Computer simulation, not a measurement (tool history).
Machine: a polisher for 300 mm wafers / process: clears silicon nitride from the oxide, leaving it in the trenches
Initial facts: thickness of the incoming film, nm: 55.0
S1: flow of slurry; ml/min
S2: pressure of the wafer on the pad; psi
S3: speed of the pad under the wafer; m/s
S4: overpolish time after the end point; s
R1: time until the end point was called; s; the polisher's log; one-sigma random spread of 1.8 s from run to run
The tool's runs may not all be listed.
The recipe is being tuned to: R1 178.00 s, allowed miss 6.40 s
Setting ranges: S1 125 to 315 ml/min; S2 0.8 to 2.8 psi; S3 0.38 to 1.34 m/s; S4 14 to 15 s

run 1 hour=0.0 | S1=205 S2=1.8 S3=0.86 S4=14 | R1=114.30
run 2 hour=3.2 | S1=205 S2=1.6 S3=0.86 S4=14 | R1=124.29
run 3 hour=4.9 | S1=205 S2=2.0 S3=0.86 S4=14 | R1=103.86
run 4 hour=11.8 | S1=205 S2=1.7 S3=0.86 S4=14 | R1=116.44
run 5 hour=15.8 | S1=205 S2=1.7 S3=0.78 S4=14 | R1=127.66
run 6 hour=20.6 | S1=205 S2=1.5 S3=0.78 S4=14 | R1=142.18
run 7 hour=28.6 | S1=205 S2=1.4 S3=0.78 S4=14 | R1=146.20
run 8 hour=33.3 | S1=205 S2=1.3 S3=0.78 S4=14 | R1=156.91
-- hour=35.3 slurry nozzle cleaned
run 9 hour=35.3 | S1=205 S2=1.2 S3=0.78 S4=14 | R1=151.43
run 10 hour=42.3 | S1=205 S2=1.1 S3=0.78 S4=14 | R1=159.17
run 11 hour=50.1 | S1=205 S2=1.0 S3=0.78 S4=14 | R1=168.09

Which of these 5 next moves meets every target?
run A hour=57.9 | S1=300 S2=0.9 S3=0.88 S4=15 | R1=?
run B hour=57.9 | S1=200 S2=1.0 S3=0.88 S4=14 | R1=?
run C hour=57.9 | S1=190 S2=1.0 S3=0.80 S4=15 | R1=?
run D hour=57.9 | S1=195 S2=0.9 S3=0.80 S4=14 | R1=?
run E hour=57.9 | S1=200 S2=1.1 S3=0.80 S4=14 | R1=?

move=A R1=154.25
move=B R1=151.34
move=C R1=166.82
move=D R1=176.74
move=E R1=156.49
A: the biggest miss grows against the last run
B: the biggest miss grows against the last run
C: the biggest miss grows against the last run
D: all results land within tolerance of their targets
E: the biggest miss grows against the last run
The right move is D.
